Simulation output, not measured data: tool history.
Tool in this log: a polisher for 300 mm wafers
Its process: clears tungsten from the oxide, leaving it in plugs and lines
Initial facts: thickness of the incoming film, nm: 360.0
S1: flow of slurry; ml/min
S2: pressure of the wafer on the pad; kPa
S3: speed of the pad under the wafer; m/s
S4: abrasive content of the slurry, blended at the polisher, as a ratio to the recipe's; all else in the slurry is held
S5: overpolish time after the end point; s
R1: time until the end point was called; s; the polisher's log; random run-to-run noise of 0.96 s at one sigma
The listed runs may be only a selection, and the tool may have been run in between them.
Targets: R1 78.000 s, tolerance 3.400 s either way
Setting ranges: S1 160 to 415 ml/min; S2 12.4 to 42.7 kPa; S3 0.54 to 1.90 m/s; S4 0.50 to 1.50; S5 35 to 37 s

run 1 hour=0.0 | S1=265 S2=27.6 S3=1.22 S4=1.00 S5=35 | R1=57.150
run 2 hour=0.7 | S1=230 S2=27.6 S3=1.22 S4=1.00 S5=35 | R1=58.871
run 3 hour=4.7 | S1=225 S2=26.2 S3=1.22 S4=1.00 S5=35 | R1=60.247
run 4 hour=13.5 | S1=225 S2=26.2 S3=1.22 S4=1.00 S5=37 | R1=59.464
run 5 hour=14.3 | S1=225 S2=26.2 S3=1.22 S4=1.00 S5=35 | R1=60.258
run 6 hour=14.9 | S1=225 S2=29.0 S3=1.22 S4=1.00 S5=35 | R1=57.540
run 7 hour=21.6 | S1=225 S2=29.0 S3=1.22 S4=1.00 S5=35 | R1=56.528
run 8 hour=27.2 | S1=225 S2=26.2 S3=1.20 S4=1.00 S5=35 | R1=61.459
run 9 hour=34.2 | S1=225 S2=24.1 S3=1.20 S4=1.00 S5=35 | R1=62.774
run 10 hour=38.9 | S1=225 S2=22.1 S3=1.18 S4=1.00 S5=35 | R1=68.348
run 11 hour=47.2 | S1=225 S2=20.7 S3=1.18 S4=1.00 S5=35 | R1=73.220

5 candidate next runs follow, results not yet known. Just one meets every target within its allowed miss. Identify it.
run A hour=55.5 | S1=200 S2=15.2 S3=1.74 S4=0.65 S5=37 | R1=?
run B hour=55.5 | S1=245 S2=20.0 S3=1.32 S4=1.05 S5=35 | R1=?
run C hour=55.5 | S1=230 S2=23.4 S3=1.04 S4=1.40 S5=37 | R1=?
run D hour=55.5 | S1=210 S2=22.8 S3=1.04 S4=0.95 S5=37 | R1=?
run E hour=55.5 | S1=280 S2=20.7 S3=1.18 S4=1.05 S5=35 | R1=?

move=A R1=68.954
move=B R1=65.046
move=C R1=68.829
move=D R1=79.793
move=E R1=70.283
A: the biggest miss grows against the last run
B: the biggest miss grows against the last run
C: the biggest miss grows against the last run
D: every result lands within tolerance
E: the biggest miss grows against the last run
So the answer is move D, the one that meets all the targets.
